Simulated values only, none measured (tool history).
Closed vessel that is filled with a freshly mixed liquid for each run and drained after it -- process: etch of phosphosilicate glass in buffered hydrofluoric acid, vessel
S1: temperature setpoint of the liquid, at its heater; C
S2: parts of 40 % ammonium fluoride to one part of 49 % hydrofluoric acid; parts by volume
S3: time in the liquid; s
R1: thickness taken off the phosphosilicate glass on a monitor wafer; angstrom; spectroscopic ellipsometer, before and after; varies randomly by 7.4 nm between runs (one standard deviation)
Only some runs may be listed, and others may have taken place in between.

run,hour,S1,S2,S3,R1
1,0,23,13.5,85,6421.9
2,4,24,13.5,85,6817.2
3,12.4,20.5,13.5,85,5636.7
4,16.1,19,13.5,85,5116.8
5,21.4,19,11,85,6211.9
6,29.3,19,9.5,85,7145.9
7,35.2,19.5,9.5,85,7347.8
8,38.9,20,9.5,85,7607.6
9,43.4,20.5,9.5,85,7848.6

Run 10 comes next. What will it give?
10,49.8,24.5,9.5,85,?

Run 10 measured R1 9618.3 angstrom.
